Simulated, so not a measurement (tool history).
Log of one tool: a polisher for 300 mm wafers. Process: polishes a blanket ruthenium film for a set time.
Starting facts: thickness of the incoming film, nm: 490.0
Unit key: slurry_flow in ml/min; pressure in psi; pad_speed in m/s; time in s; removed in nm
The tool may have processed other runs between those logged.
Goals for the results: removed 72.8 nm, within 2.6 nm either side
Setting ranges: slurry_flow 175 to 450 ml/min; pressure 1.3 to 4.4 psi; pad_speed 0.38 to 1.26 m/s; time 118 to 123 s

run 1 hour=0 | slurry_flow=290 pressure=2.8 pad_speed=0.82 time=118 | removed=123.97
run 2 hour=6.5 | slurry_flow=290 pressure=2.5 pad_speed=0.82 time=118 | removed=112.93
run 3 hour=15.1 | slurry_flow=290 pressure=2.5 pad_speed=0.82 time=123 | removed=119.11
run 4 hour=22.8 | slurry_flow=290 pressure=2.5 pad_speed=0.82 time=118 | removed=114.67
run 5 hour=26.6 | slurry_flow=290 pressure=1.9 pad_speed=0.82 time=118 | removed=89.913
run 6 hour=30.8 | slurry_flow=290 pressure=1.9 pad_speed=0.82 time=123 | removed=95.524
run 7 hour=35.1 | slurry_flow=290 pressure=1.8 pad_speed=0.82 time=123 | removed=88.127
run 8 hour=37 | slurry_flow=290 pressure=1.7 pad_speed=0.82 time=123 | removed=86.724
run 9 hour=38.6 | slurry_flow=290 pressure=1.6 pad_speed=0.82 time=123 | removed=81.269
run 10 hour=46.8 | slurry_flow=290 pressure=1.5 pad_speed=0.82 time=123 | removed=78.507

4 next moves are on the table. One of them brings every result within its allowed miss. Which?
run A hour=55 | slurry_flow=255 pressure=1.3 pad_speed=0.9 time=123 | removed=?
run B hour=55 | slurry_flow=275 pressure=1.3 pad_speed=0.84 time=119 | removed=?
run C hour=55 | slurry_flow=415 pressure=1.4 pad_speed=0.76 time=120 | removed=?
run D hour=55 | slurry_flow=310 pressure=1.8 pad_speed=0.78 time=123 | removed=?

move=A removed=72.808
move=B removed=66.387
move=C removed=66.743
move=D removed=84.692
A: all results land within tolerance of their targets
B: moves the result that the last run missed by most past its target, out the other side
C: moves the result that the last run missed by most past its target, out the other side
D: misses by more than the last run did
Correct choice: A, which meets every target
